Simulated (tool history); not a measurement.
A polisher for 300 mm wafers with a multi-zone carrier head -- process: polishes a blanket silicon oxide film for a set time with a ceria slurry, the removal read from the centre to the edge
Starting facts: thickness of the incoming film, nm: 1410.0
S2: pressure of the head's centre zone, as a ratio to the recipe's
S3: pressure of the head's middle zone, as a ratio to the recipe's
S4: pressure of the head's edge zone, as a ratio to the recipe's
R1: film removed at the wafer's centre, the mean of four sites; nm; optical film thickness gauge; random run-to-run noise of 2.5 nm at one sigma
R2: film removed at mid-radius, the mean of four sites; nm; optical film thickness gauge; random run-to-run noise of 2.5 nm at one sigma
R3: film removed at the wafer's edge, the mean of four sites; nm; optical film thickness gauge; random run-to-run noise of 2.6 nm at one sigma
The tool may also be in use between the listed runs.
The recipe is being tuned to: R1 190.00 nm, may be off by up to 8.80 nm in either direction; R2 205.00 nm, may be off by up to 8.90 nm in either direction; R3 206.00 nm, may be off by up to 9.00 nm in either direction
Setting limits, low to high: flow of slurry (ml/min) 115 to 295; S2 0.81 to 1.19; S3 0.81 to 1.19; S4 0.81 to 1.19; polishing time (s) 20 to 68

run 1 hour=0.0 | flow_of_slurry_(ml/min)=190 S2=1.00 S3=1.00 S4=1.00 polishing_time_(s)=44 | R1=169.58 R2=169.26 R3=169.46
run 2 hour=7.3 | flow_of_slurry_(ml/min)=190 S2=1.04 S3=1.00 S4=1.00 polishing_time_(s)=44 | R1=179.17 R2=166.95 R3=167.82
run 3 hour=11.2 | flow_of_slurry_(ml/min)=190 S2=1.04 S3=0.95 S4=1.00 polishing_time_(s)=44 | R1=178.89 R2=160.97 R3=164.85
run 4 hour=15.1 | flow_of_slurry_(ml/min)=200 S2=1.03 S3=0.99 S4=1.03 polishing_time_(s)=45 | R1=183.32 R2=174.93 R3=179.63
run 5 hour=23.8 | flow_of_slurry_(ml/min)=215 S2=1.02 S3=1.01 S4=1.04 polishing_time_(s)=45 | R1=183.60 R2=177.23 R3=180.33
run 6 hour=25.5 | flow_of_slurry_(ml/min)=215 S2=1.02 S3=1.01 S4=1.04 polishing_time_(s)=38 | R1=153.00 R2=149.25 R3=148.03
run 7 hour=26.2 | flow_of_slurry_(ml/min)=215 S2=1.02 S3=1.04 S4=1.07 polishing_time_(s)=41 | R1=163.07 R2=165.04 R3=160.97
run 8 hour=29.7 | flow_of_slurry_(ml/min)=220 S2=1.01 S3=1.04 S4=1.08 polishing_time_(s)=43 | R1=167.43 R2=173.69 R3=172.16
run 9 hour=34.1 | flow_of_slurry_(ml/min)=225 S2=1.01 S3=1.05 S4=1.10 polishing_time_(s)=45 | R1=181.96 R2=180.07 R3=184.13
run 10 hour=35.3 | flow_of_slurry_(ml/min)=230 S2=1.00 S3=1.07 S4=1.11 polishing_time_(s)=46 | R1=182.42 R2=187.14 R3=186.18

Next run, 4 choices. One meets every target within its allowed miss, the rest don't. Which?
run A hour=36.5 | flow_of_slurry_(ml/min)=205 S2=1.10 S3=1.19 S4=0.94 polishing_time_(s)=42 | R1=? R2=? R3=?
run B hour=36.5 | flow_of_slurry_(ml/min)=240 S2=0.98 S3=0.98 S4=1.18 polishing_time_(s)=49 | R1=? R2=? R3=?
run C hour=36.5 | flow_of_slurry_(ml/min)=205 S2=0.84 S3=0.83 S4=1.19 polishing_time_(s)=53 | R1=? R2=? R3=?
run D hour=36.5 | flow_of_slurry_(ml/min)=280 S2=0.94 S3=1.06 S4=1.14 polishing_time_(s)=49 | R1=? R2=? R3=?

move=A R1=177.18 R2=181.06 R3=158.08
move=B R1=187.52 R2=190.56 R3=209.63
move=C R1=170.06 R2=183.97 R3=225.05
move=D R1=183.06 R2=203.13 R3=208.21
A: the biggest miss grows against the last run
B: brings the result that was furthest off to its target, and leaves another outside
C: the result that was furthest off in the last run now lies on the other side of its target
D: all results in spec
The right move is D.
